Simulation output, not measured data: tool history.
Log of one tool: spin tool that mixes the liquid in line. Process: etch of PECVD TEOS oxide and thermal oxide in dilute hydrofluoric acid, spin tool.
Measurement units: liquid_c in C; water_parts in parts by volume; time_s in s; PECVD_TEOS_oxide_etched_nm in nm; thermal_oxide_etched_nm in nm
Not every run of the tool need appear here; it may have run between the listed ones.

run  hour  liquid_c  water_parts  time_s  PECVD_TEOS_oxide_etched_nm  thermal_oxide_etched_nm
  1     0        20           45     165                       53.98                   14.541
  2   4.9        20           55     165                      44.375                   11.689
  3   6.7        17           55     165                      39.204                   10.303
  4  15.5      18.5           55     165                      41.901                    10.96
  5    20        17           55     165                      38.817                   10.323
  6    28        17           65     165                      32.276                   8.5284
  7  30.1        21           50     165                       50.36                   13.595

Run 8, settings as shown, results not yet in. Your forecast:
  8  35.8        25           40     165                           ?                        ?

Run 8 came out at PECVD_TEOS_oxide_etched_nm 77.01 nm, thermal_oxide_etched_nm 20.222 nm.
